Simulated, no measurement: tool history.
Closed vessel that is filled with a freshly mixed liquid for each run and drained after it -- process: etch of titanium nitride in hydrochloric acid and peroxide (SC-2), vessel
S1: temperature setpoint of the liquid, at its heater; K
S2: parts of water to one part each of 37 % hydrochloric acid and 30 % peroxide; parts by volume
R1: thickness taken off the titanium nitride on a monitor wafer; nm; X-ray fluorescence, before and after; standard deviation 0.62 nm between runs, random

Run 1, day 0.000: S1 326.15 K, S2 7.5 parts by volume, time in the liquid (s) 3085. Result: R1 62.498 nm.
Run 2, day 0.229: S1 326.15 K, S2 7.5 parts by volume, time in the liquid (s) 3290. Result: R1 66.472 nm.
Run 3, day 0.358: S1 326.65 K, S2 7.5 parts by volume, time in the liquid (s) 3290. Result: R1 68.550 nm.
Run 4, day 0.642: S1 326.65 K, S2 6.5 parts by volume, time in the liquid (s) 3290. Result: R1 77.169 nm.
Run 5, day 0.904: S1 327.15 K, S2 6.5 parts by volume, time in the liquid (s) 3290. Result: R1 78.926 nm.
Run 6, day 1.267: S1 321.15 K, S2 6.5 parts by volume, time in the liquid (s) 3290. Result: R1 53.759 nm.
Run 7, day 1.579: S1 322.15 K, S2 6.5 parts by volume, time in the liquid (s) 3290. Result: R1 57.215 nm.
Run 8, day 1.679: S1 323.15 K, S2 6.5 parts by volume, time in the liquid (s) 3290. Result: R1 61.529 nm.
Run 9, day 1.796: S1 323.65 K, S2 6.5 parts by volume, time in the liquid (s) 3290. Result: R1 63.279 nm.
Run 10, day 2.158: S1 324.15 K, S2 6.5 parts by volume, time in the liquid (s) 3290. Result: R1 66.148 nm.
Run 11, day 2.275: S1 324.15 K, S2 6.5 parts by volume, time in the liquid (s) 3290. Result: R1 65.734 nm.
Run 12, day 2.642: S1 324.65 K, S2 6.5 parts by volume, time in the liquid (s) 3290. Result: R1 67.270 nm.
Run 13, day 2.712: S1 325.15 K, S2 6.5 parts by volume, time in the liquid (s) 3290. Result: R1 69.824 nm.

What will run 14 give?
Run 14, day 2.883: S1 325.65 K, S2 6.5 parts by volume, time in the liquid (s) 3290. Result: R1 ?.

R1: 71.373 nm

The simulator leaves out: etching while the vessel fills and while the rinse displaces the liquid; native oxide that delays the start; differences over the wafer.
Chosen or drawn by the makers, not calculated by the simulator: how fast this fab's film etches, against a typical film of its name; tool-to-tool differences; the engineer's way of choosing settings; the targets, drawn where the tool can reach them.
